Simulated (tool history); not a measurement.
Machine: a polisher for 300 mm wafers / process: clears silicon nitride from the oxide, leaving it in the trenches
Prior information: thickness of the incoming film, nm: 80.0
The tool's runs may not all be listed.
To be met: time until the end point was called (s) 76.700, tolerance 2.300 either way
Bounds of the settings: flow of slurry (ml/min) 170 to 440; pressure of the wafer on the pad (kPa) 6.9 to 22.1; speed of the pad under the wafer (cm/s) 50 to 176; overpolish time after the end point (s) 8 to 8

run	hour	flow of slurry (ml/min)	pressure of the wafer on the pad (kPa)	speed of the pad under the wafer (cm/s)	overpolish time after the end point (s)	time until the end point was called (s)
1	0.0	280	14.5	112	8	97.070
2	7.5	280	14.5	88	8	115.700
3	14.4	280	15.2	88	8	110.130
4	18.3	280	15.9	88	8	108.160
5	19.3	250	15.9	88	8	109.360
6	23.9	310	15.9	88	8	104.640
7	30.5	320	16.5	88	8	100.210
8	33.0	325	17.2	88	8	96.085

Exactly one of the 5 candidate moves below puts every result within its allowed miss. Which one?
A	35.5	335	15.9	62	8	?
B	35.5	225	17.2	72	8	?
C	35.5	260	15.9	76	8	?
D	35.5	300	17.2	122	8	?
E	35.5	360	20.0	116	8	?

move	time until the end point was called (s)
A	133.610
B	116.550
C	119.720
D	76.898
E	68.073
A: lands further from the targets than the last run did
B: lands further from the targets than the last run did
C: lands further from the targets than the last run did
D: all results land within tolerance of their targets
E: takes the biggest miss from the last run beyond its target
Answer: D
